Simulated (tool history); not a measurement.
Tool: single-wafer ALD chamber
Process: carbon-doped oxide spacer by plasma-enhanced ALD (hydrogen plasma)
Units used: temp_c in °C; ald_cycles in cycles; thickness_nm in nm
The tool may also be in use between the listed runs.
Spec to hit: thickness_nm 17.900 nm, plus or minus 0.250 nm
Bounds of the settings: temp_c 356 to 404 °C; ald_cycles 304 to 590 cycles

{"run": 1, "hour": 0.0, "temp_c": 380, "ald_cycles": 447, "thickness_nm": 23.475}
{"run": 2, "hour": 8.1, "temp_c": 380, "ald_cycles": 430, "thickness_nm": 22.412}
{"run": 3, "hour": 12.8, "temp_c": 380, "ald_cycles": 452, "thickness_nm": 23.587}
{"run": 4, "hour": 19.9, "temp_c": 386, "ald_cycles": 452, "thickness_nm": 23.725}
{"run": 5, "hour": 28.1, "temp_c": 395, "ald_cycles": 452, "thickness_nm": 23.713}
{"run": 6, "hour": 29.3, "temp_c": 395, "ald_cycles": 502, "thickness_nm": 26.376}
{"run": 7, "hour": 38.2, "temp_c": 395, "ald_cycles": 476, "thickness_nm": 24.943}
{"run": 8, "hour": 42.5, "temp_c": 395, "ald_cycles": 404, "thickness_nm": 21.287}
{"run": 9, "hour": 50.6, "temp_c": 395, "ald_cycles": 393, "thickness_nm": 20.473}
{"run": 10, "hour": 54.0, "temp_c": 395, "ald_cycles": 330, "thickness_nm": 17.208}
{"run": 11, "hour": 59.1, "temp_c": 395, "ald_cycles": 348, "thickness_nm": 18.227}

Which one of the following 4 next-run settings gets every result inside its allowed miss? There is exactly one.
{"run": "A", "hour": 64.2, "temp_c": 384, "ald_cycles": 343, "thickness_nm": "?"}
{"run": "B", "hour": 64.2, "temp_c": 391, "ald_cycles": 360, "thickness_nm": "?"}
{"run": "C", "hour": 64.2, "temp_c": 391, "ald_cycles": 352, "thickness_nm": "?"}
{"run": "D", "hour": 64.2, "temp_c": 404, "ald_cycles": 365, "thickness_nm": "?"}

move=A thickness_nm=17.922
move=B thickness_nm=18.810
move=C thickness_nm=18.392
move=D thickness_nm=18.819
A: every result within its allowed miss
B: misses by more than the last run did
C: misses by more than the last run did
D: misses by more than the last run did
So the answer is move A, the one that meets all the targets.
